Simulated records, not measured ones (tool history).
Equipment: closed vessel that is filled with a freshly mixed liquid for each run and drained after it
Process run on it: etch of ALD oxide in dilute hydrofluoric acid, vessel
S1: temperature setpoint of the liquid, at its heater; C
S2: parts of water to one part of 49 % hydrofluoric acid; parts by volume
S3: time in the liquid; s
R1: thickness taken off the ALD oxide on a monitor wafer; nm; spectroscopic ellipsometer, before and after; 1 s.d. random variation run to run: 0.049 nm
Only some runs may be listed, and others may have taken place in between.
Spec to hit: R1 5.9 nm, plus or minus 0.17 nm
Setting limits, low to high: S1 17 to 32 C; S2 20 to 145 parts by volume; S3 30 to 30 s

run 1 day=0 | S1=24 S2=80 S3=30 | R1=4.172
run 2 day=0.104 | S1=25 S2=80 S3=30 | R1=4.3408
run 3 day=0.179 | S1=28 S2=80 S3=30 | R1=4.9312
run 4 day=0.504 | S1=28 S2=60 S3=30 | R1=6.7085
run 5 day=0.55 | S1=28 S2=60 S3=30 | R1=6.7942
run 6 day=0.917 | S1=27.5 S2=60 S3=30 | R1=6.635
run 7 day=1.121 | S1=27 S2=60 S3=30 | R1=6.5082
run 8 day=1.179 | S1=26.5 S2=60 S3=30 | R1=6.2964
run 9 day=1.554 | S1=25.5 S2=60 S3=30 | R1=6.1341
-- day=1.875 hydrofluoric acid flow meter replaced
run 10 day=1.875 | S1=25 S2=60 S3=30 | R1=5.3295
run 11 day=2.067 | S1=26 S2=60 S3=30 | R1=5.5893
run 12 day=2.238 | S1=26.5 S2=60 S3=30 | R1=5.6772

Exercise: of the 5 proposed moves below, exactly one satisfies all targets within the stated allowed misses. Which move is it?
run A day=2.408 | S1=28.5 S2=70 S3=30 | R1=?
run B day=2.408 | S1=29.5 S2=65 S3=30 | R1=?
run C day=2.408 | S1=29.5 S2=70 S3=30 | R1=?
run D day=2.408 | S1=27.5 S2=55 S3=30 | R1=?
run E day=2.408 | S1=23.5 S2=55 S3=30 | R1=?

move=A R1=5.2413
move=B R1=5.9114
move=C R1=5.4488
move=D R1=6.5524
move=E R1=5.5724
A: the biggest miss grows against the last run
B: hits every target within its allowed miss
C: the biggest miss grows against the last run
D: takes the result that was furthest off past its target
E: the biggest miss grows against the last run
B meets every target.
